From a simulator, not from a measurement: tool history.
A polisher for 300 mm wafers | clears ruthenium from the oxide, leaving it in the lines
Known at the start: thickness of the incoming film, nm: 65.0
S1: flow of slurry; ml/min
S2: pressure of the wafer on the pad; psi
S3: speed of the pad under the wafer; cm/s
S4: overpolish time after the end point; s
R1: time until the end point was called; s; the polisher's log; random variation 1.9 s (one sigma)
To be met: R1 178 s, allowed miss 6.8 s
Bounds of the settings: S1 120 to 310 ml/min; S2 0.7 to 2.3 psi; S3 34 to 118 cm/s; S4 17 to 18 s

run  hour   S1   S2  S3  S4      R1
  1     0  200  1.5  76  17  116.13
  2   7.4  170  1.5  76  17  116.56
  3   8.3  170  1.5  76  17  120.53
  4    15  170  1.5  68  17  128.73
  5    17  170  1.8  68  17  114.14
  6  17.9  170  1.7  68  17  116.76
  7  25.7  165  1.3  64  17  148.91
  8  28.1  165  1.3  64  17  150.72
  9  33.4  165  1.1  64  17  163.28

4 next moves are on the table. One of them brings every result within its allowed miss. Which?
  A  38.7  150    1  58  18   ?
  B  38.7  180  0.9  60  18   ?
  C  38.7  150  0.9  70  17   ?
  D  38.7  155    1  58  17   ?

move      R1
   A  194.38
   B  195.22
   C  180.66
   D  193.11
A: takes the result that was furthest off past its target
B: takes the result that was furthest off past its target
C: meets every target
D: takes the result that was furthest off past its target
The right move is C.
